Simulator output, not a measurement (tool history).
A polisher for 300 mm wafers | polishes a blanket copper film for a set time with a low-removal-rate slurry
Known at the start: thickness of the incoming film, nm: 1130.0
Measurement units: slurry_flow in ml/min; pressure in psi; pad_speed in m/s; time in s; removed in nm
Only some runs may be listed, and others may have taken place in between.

run	hour	slurry_flow	pressure	pad_speed	slurry_solids	time	removed
1	0	315	2.8	1	1	63	151.35
2	7.1	315	2.8	1	1.1	63	152.96
3	15.7	315	2.5	0.98	1.1	63	137
4	22.8	315	2.3	0.94	1.1	63	119.39
5	24.8	375	2.3	0.94	1.1	63	118.74
6	25.3	375	2.1	0.94	1.1	63	111.87
7	29.6	375	2	0.92	1.1	63	102.67
8	35.1	375	1.9	0.92	1.1	63	99.503
9	39.9	375	1.8	0.92	1.1	63	91.905
10	45.7	375	1.8	0.92	1.1	63	92.227

Expected results for the next run?
11	46.3	375	1.7	0.92	1.1	63	?

{"run 11": {"removed": 89.685}}
